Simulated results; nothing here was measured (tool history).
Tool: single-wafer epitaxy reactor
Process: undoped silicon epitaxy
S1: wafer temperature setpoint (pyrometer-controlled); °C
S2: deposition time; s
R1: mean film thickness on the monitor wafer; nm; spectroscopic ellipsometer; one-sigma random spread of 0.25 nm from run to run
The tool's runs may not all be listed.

| run | hour | S1 | S2 | R1 |
|---|---|---|---|---|
| 1 | 0 | 670 | 344 | 88.928 |
| 2 | 7.2 | 670 | 321 | 83.509 |
| 3 | 16 | 670 | 279 | 72.194 |
| 4 | 22.4 | 674 | 279 | 77.854 |
| 5 | 30.3 | 671 | 279 | 73.475 |
|  | 37 | pyrometer calibrated |
| 6 | 37 | 681 | 279 | 80.892 |
| 7 | 45.4 | 675 | 278 | 71.358 |

Run 8 comes next. What will it give?
| 8 | 53.2 | 671 | 277 | ? |

R1: 64.981 nm
